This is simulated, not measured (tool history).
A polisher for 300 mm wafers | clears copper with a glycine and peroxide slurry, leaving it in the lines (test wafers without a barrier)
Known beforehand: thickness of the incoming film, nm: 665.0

run,day,flow of slurry (ml/min),pressure of the wafer on the pad (kPa),speed of the pad under the wafer (m/s),overpolish time after the end point (s),time until the end point was called (s),dishing of a wide line in a test structure (Å)
1,0,185,17.2,1.02,25,137.32,577.85
2,0.133,185,15.9,1,28,145.85,594.56
3,0.433,185,15.9,1,23,148.5,544.93
4,0.6,185,14.5,0.98,26,159.49,559.38
5,0.696,185,13.1,0.96,28,171.37,555.05
6,1.029,185,12.4,0.94,30,182.52,542.1
7,1.375,185,11.7,0.94,33,195.87,571.7

The next listed run, before its measurement:
# day 1.4: worn pad replaced by a new one
8,1.4,185,11.7,0.94,34,?,?

{"run 8": {"time until the end point was called (s)": 177.79, "dishing of a wide line in a test structure (Å)": 612.25}}
